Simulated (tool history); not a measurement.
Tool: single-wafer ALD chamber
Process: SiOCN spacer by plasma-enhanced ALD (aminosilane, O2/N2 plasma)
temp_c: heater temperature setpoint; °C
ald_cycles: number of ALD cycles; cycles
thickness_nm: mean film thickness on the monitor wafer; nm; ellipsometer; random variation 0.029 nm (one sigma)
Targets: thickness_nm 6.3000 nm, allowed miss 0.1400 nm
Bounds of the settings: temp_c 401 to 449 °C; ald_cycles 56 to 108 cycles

run    day  temp_c  ald_cycles  thickness_nm
  1  0.000     425          82        5.0323
  2  0.171     423          85        5.2800
  3  0.225     421          87        5.4046
  4  0.483     429          87        5.2280
  5  0.575     425          89        5.4426
  6  0.767     432          89        5.3467
  7  1.012     429          91        5.4899
  8  1.067     426          93        5.7285
  9  1.250     423          94        5.7852
 10  1.446     421          95        5.8800
 11  1.621     420          96        5.9661
 12  1.942     419          97        6.0668
 13  2.112     418          97        6.1206
 14  2.371     417          97        6.1171
 15  2.554     416          97        6.1031
 16  2.588     415          97        6.1213
 17  2.850     414          97        6.1738

Which of these 4 next moves meets every target?
  A  3.112     421          98             ?
  B  3.112     408          98             ?
  C  3.112     415          93             ?
  D  3.112     415          96             ?

move  thickness_nm
   A        6.0953
   B        6.3189
   C        5.8823
   D        6.0720
A: further off than the last run
B: meets every target
C: further off than the last run
D: further off than the last run
The right move is B.

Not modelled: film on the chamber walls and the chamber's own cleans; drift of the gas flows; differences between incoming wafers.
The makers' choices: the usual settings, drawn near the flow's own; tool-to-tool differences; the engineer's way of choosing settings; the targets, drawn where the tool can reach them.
